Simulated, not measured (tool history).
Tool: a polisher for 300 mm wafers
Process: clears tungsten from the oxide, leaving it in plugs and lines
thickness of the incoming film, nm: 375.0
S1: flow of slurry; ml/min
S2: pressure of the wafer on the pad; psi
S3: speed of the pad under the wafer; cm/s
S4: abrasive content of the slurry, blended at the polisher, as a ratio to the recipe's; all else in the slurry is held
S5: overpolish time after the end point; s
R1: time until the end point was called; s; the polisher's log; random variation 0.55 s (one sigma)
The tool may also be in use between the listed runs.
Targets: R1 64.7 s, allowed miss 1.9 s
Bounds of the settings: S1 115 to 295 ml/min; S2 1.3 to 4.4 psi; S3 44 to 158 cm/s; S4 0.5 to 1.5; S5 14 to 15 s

run  hour   S1   S2   S3    S4  S5      R1
  1     0  190  2.8  100     1  14  107.74
  2   8.7  195  3.2  100     1  14  92.568
  3  13.3  195  3.2  100     1  14   91.47
  4  14.7  205  3.5  100     1  14   84.15
  5  16.5  205  3.5  100   0.9  14  85.527
  6  24.1  205  3.5  100  0.75  14  88.386
  7  29.2  205  3.8  100  0.75  14  81.607
  8  30.6  215    4  100  0.75  14  76.505
  9  32.1  215  4.4  104  0.75  14  68.592

5 next moves are on the table. One of them brings every result within its allowed miss. Which?
  A  33.6  240  4.4  110  0.75  15   ?
  B  33.6  240  4.3  108  0.75  15   ?
  C  33.6  165  4.4  122   0.8  15   ?
  D  33.6  175  4.4  128   0.8  14   ?
  E  33.6  225  3.7  126  0.85  15   ?

move      R1
   A  65.259
   B   67.61
   C  62.048
   D  59.587
   E  69.165
A: meets every target
B: nearer than the last run, and not there yet
C: takes the result that was furthest off past its target
D: takes the result that was furthest off past its target
E: further off than the last run
Move A is the one to make.

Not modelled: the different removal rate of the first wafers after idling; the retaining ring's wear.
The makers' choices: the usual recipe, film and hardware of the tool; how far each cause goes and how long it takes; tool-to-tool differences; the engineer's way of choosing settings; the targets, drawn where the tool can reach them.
